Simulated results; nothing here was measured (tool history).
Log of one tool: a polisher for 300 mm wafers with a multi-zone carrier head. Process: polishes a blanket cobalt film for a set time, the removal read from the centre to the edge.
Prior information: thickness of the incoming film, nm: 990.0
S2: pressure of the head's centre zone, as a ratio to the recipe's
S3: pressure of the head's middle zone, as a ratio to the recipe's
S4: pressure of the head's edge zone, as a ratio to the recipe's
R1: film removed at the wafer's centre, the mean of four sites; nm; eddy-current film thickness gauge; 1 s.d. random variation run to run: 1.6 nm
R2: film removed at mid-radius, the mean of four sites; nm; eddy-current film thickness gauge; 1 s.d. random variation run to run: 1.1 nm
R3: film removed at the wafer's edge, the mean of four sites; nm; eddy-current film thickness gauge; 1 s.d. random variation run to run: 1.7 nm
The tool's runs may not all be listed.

{"run": 1, "hour": 0.0, "flow of slurry (ml/min)": 255, "S2": 1.0, "S3": 1.0, "S4": 1.0, "polishing time (s)": 36, "R1": 186.64, "R2": 190.69, "R3": 190.62}
{"run": 2, "hour": 5.9, "flow of slurry (ml/min)": 255, "S2": 0.94, "S3": 1.0, "S4": 1.0, "polishing time (s)": 36, "R1": 171.76, "R2": 188.01, "R3": 196.02}
{"run": 3, "hour": 13.4, "flow of slurry (ml/min)": 255, "S2": 1.0, "S3": 1.0, "S4": 1.0, "polishing time (s)": 36, "R1": 185.97, "R2": 188.31, "R3": 186.79}
{"run": 4, "hour": 19.1, "flow of slurry (ml/min)": 255, "S2": 0.99, "S3": 1.0, "S4": 0.99, "polishing time (s)": 34, "R1": 177.06, "R2": 179.58, "R3": 178.93}
{"run": 5, "hour": 26.0, "flow of slurry (ml/min)": 255, "S2": 0.98, "S3": 1.01, "S4": 0.98, "polishing time (s)": 32, "R1": 166.04, "R2": 168.88, "R3": 169.83}
{"run": 6, "hour": 30.9, "flow of slurry (ml/min)": 255, "S2": 0.98, "S3": 1.08, "S4": 0.98, "polishing time (s)": 32, "R1": 168.5, "R2": 179.28, "R3": 167.76}
{"run": 7, "hour": 39.5, "flow of slurry (ml/min)": 255, "S2": 0.98, "S3": 1.08, "S4": 0.98, "polishing time (s)": 32, "R1": 168.49, "R2": 181.01, "R3": 164.85}
{"run": 8, "hour": 45.4, "flow of slurry (ml/min)": 255, "S2": 0.98, "S3": 1.08, "S4": 0.98, "polishing time (s)": 32, "R1": 164.92, "R2": 177.31, "R3": 169.69}

Expected results for the next run?
{"run": 9, "hour": 52.8, "flow of slurry (ml/min)": 255, "S2": 0.97, "S3": 1.08, "S4": 0.97, "polishing time (s)": 30, "R1": "?", "R2": "?", "R3": "?"}

{"run 9": {"R1": 153.63, "R2": 168.72, "R3": 154.86}}

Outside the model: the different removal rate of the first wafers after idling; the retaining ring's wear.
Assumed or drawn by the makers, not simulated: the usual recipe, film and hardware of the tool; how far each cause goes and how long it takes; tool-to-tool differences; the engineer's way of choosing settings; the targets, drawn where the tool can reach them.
